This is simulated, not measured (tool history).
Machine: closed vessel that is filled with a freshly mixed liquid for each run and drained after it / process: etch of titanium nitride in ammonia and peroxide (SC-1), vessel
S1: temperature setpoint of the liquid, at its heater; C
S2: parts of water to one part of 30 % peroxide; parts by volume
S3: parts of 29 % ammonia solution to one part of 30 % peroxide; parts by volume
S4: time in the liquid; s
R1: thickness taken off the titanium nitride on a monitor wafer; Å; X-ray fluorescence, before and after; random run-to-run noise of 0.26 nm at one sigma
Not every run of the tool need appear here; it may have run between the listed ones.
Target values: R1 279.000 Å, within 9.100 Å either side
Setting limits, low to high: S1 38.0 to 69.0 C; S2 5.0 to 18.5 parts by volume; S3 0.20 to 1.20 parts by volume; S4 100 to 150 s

| run | hour | S1 | S2 | S3 | S4 | R1 |
|---|---|---|---|---|---|---|
| 1 | 0.0 | 53.0 | 10.5 | 0.70 | 150 | 101.210 |
| 2 | 5.9 | 53.0 | 14.0 | 0.70 | 150 | 87.150 |
| 3 | 8.3 | 53.0 | 15.5 | 0.70 | 150 | 81.747 |
| 4 | 15.7 | 53.0 | 15.5 | 0.90 | 150 | 86.759 |
| 5 | 24.0 | 55.0 | 15.5 | 0.90 | 150 | 97.487 |
| 6 | 25.2 | 57.0 | 15.0 | 0.90 | 150 | 114.810 |
| 7 | 28.5 | 58.5 | 14.5 | 0.90 | 150 | 129.350 |
| 8 | 31.1 | 60.0 | 14.5 | 0.90 | 150 | 143.700 |
| 9 | 32.8 | 61.0 | 14.5 | 0.90 | 150 | 153.690 |
| 10 | 34.1 | 69.0 | 13.0 | 0.90 | 150 | 270.150 |

Of the 4 settings listed for the next run, only one would bring every result within its allowed miss of target. Which one?
| A | 35.4 | 68.5 | 13.0 | 0.80 | 150 | ? |
| B | 35.4 | 69.0 | 14.0 | 0.65 | 150 | ? |
| C | 35.4 | 69.0 | 13.0 | 1.05 | 150 | ? |
| D | 35.4 | 65.0 | 9.5 | 1.15 | 145 | ? |

| move | R1 |
|---|---|
| A | 253.630 |
| B | 242.730 |
| C | 273.510 |
| D | 244.130 |
A: its largest miss is bigger than the last run's
B: its largest miss is bigger than the last run's
C: meets every target
D: its largest miss is bigger than the last run's
C is the move that brings every result within its allowed miss.

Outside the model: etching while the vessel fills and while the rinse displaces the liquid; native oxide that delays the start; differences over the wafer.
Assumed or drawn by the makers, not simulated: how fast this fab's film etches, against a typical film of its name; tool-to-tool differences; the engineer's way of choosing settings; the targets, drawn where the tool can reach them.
